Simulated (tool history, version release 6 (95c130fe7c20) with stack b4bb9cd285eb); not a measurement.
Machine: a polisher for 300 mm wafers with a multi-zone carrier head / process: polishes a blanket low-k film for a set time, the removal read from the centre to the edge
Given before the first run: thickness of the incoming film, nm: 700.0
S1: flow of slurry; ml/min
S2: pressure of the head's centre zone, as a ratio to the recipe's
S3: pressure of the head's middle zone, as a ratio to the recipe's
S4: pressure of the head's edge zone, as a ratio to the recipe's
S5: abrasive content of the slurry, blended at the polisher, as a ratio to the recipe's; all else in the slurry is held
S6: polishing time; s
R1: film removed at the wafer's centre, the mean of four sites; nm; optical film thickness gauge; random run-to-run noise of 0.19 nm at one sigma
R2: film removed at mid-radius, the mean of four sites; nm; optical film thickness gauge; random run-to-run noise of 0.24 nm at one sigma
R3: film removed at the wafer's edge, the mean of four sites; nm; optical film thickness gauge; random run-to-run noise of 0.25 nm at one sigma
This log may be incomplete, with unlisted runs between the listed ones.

run 1 hour=0.0 | S1=260 S2=1.00 S3=1.00 S4=1.00 S5=1.00 S6=73 | R1=40.209 R2=38.604 R3=38.683
run 2 hour=1.4 | S1=260 S2=1.00 S3=0.98 S4=0.98 S5=0.90 S6=70 | R1=36.823 R2=35.033 R3=35.219
run 3 hour=4.9 | S1=260 S2=1.00 S3=0.98 S4=0.98 S5=0.90 S6=80 | R1=42.249 R2=40.805 R3=40.772
run 4 hour=8.2 | S1=260 S2=1.00 S3=0.98 S4=0.98 S5=0.90 S6=95 | R1=50.449 R2=48.450 R3=49.052
run 5 hour=11.9 | S1=260 S2=1.00 S3=0.96 S4=0.96 S5=0.85 S6=88 | R1=44.868 R2=41.927 R3=42.915
run 6 hour=14.1 | S1=260 S2=0.99 S3=0.95 S4=0.94 S5=0.80 S6=83 | R1=40.758 R2=38.663 R3=38.533

What does the tool deliver on the next run?
run 7 hour=15.4 | S1=255 S2=0.98 S3=0.93 S4=0.93 S5=0.75 S6=79 | R1=? R2=? R3=?

R1: 37.639 nm
R2: 34.925 nm
R3: 35.593 nm
